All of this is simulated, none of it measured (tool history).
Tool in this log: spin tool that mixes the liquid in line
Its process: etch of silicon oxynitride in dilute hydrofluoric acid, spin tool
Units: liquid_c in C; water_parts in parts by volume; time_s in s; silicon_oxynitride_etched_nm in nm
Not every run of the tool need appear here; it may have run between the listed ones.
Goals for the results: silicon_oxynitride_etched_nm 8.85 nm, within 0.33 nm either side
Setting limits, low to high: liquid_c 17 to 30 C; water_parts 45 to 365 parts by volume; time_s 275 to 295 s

{"run": 1, "day": 0.0, "liquid_c": 22, "water_parts": 205, "time_s": 275, "silicon_oxynitride_etched_nm": 5.209}
{"run": 2, "day": 0.246, "liquid_c": 25.5, "water_parts": 205, "time_s": 275, "silicon_oxynitride_etched_nm": 6.0699}
{"run": 3, "day": 0.538, "liquid_c": 27, "water_parts": 195, "time_s": 275, "silicon_oxynitride_etched_nm": 7.0551}
{"run": 4, "day": 0.708, "liquid_c": 27, "water_parts": 195, "time_s": 295, "silicon_oxynitride_etched_nm": 7.5336}
{"run": 5, "day": 1.042, "liquid_c": 27, "water_parts": 140, "time_s": 295, "silicon_oxynitride_etched_nm": 10.969}
{"run": 6, "day": 1.179, "liquid_c": 25.5, "water_parts": 140, "time_s": 295, "silicon_oxynitride_etched_nm": 10.134}
{"run": 7, "day": 1.392, "liquid_c": 24.5, "water_parts": 140, "time_s": 295, "silicon_oxynitride_etched_nm": 9.65}
{"run": 8, "day": 1.446, "liquid_c": 24, "water_parts": 140, "time_s": 295, "silicon_oxynitride_etched_nm": 9.3574}
{"run": 9, "day": 1.704, "liquid_c": 23.5, "water_parts": 140, "time_s": 295, "silicon_oxynitride_etched_nm": 9.3245}

Exactly one of the 4 candidate moves below puts every result within its allowed miss. Which one?
{"run": "A", "day": 1.962, "liquid_c": 21.5, "water_parts": 125, "time_s": 295, "silicon_oxynitride_etched_nm": "?"}
{"run": "B", "day": 1.962, "liquid_c": 22.5, "water_parts": 120, "time_s": 275, "silicon_oxynitride_etched_nm": "?"}
{"run": "C", "day": 1.962, "liquid_c": 24.5, "water_parts": 140, "time_s": 295, "silicon_oxynitride_etched_nm": "?"}
{"run": "D", "day": 1.962, "liquid_c": 27, "water_parts": 170, "time_s": 295, "silicon_oxynitride_etched_nm": "?"}

move=A silicon_oxynitride_etched_nm=9.6467
move=B silicon_oxynitride_etched_nm=9.8602
move=C silicon_oxynitride_etched_nm=9.7953
move=D silicon_oxynitride_etched_nm=8.8037
A: the biggest miss grows against the last run
B: the biggest miss grows against the last run
C: the biggest miss grows against the last run
D: all results in spec
The move that meets every target is D.

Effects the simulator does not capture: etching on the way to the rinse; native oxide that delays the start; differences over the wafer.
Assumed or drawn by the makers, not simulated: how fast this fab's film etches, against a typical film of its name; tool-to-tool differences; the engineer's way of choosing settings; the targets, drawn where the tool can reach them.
